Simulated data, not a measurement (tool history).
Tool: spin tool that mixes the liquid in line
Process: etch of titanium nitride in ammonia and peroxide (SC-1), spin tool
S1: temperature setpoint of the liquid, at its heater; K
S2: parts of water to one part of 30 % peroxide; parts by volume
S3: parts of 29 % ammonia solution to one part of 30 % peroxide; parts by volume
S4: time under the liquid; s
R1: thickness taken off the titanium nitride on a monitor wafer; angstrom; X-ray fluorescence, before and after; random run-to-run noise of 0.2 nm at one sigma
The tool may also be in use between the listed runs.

run 1 hour=0 | S1=335.15 S2=9.5 S3=0.6 S4=85 | R1=104.37
run 2 hour=8.6 | S1=336.65 S2=9 S3=0.6 S4=85 | R1=117.51
run 3 hour=11.4 | S1=337.65 S2=8.5 S3=0.6 S4=85 | R1=128.84
run 4 hour=18.2 | S1=337.65 S2=5.5 S3=0.6 S4=85 | R1=161.17
run 5 hour=26.6 | S1=338.65 S2=5.5 S3=0.6 S4=85 | R1=169.44
run 6 hour=28 | S1=338.65 S2=5.5 S3=0.75 S4=85 | R1=175.43

What does the tool deliver on the next run?
run 7 hour=32.2 | S1=339.15 S2=5.5 S3=0.75 S4=85 | R1=?

Run 7 produced R1 185.35 angstrom.
